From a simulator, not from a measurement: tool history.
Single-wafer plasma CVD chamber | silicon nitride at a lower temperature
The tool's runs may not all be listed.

| run | hour | heater temperature setpoint (°C) | chamber pressure (Torr) | RF power (W) | deposition time (s) | mean film thickness on the monitor wafer (nm) |
|---|---|---|---|---|---|---|
| 1 | 0.0 | 340 | 2.00 | 360 | 28.3 | 39.355 |
| 2 | 3.9 | 340 | 2.00 | 360 | 29.3 | 41.049 |
| 3 | 8.2 | 332 | 2.00 | 360 | 29.3 | 40.735 |
| 4 | 13.4 | 332 | 2.15 | 365 | 29.3 | 42.593 |
| 5 | 16.4 | 332 | 2.21 | 365 | 29.3 | 42.901 |
| 6 | 17.2 | 332 | 2.03 | 365 | 29.3 | 41.443 |
| 7 | 21.2 | 332 | 2.12 | 365 | 29.3 | 42.205 |

Run 8 comes next. What will it give?
| 8 | 26.4 | 332 | 2.19 | 365 | 29.3 | ? |

{"run 8": {"mean film thickness on the monitor wafer (nm)": 42.764}}

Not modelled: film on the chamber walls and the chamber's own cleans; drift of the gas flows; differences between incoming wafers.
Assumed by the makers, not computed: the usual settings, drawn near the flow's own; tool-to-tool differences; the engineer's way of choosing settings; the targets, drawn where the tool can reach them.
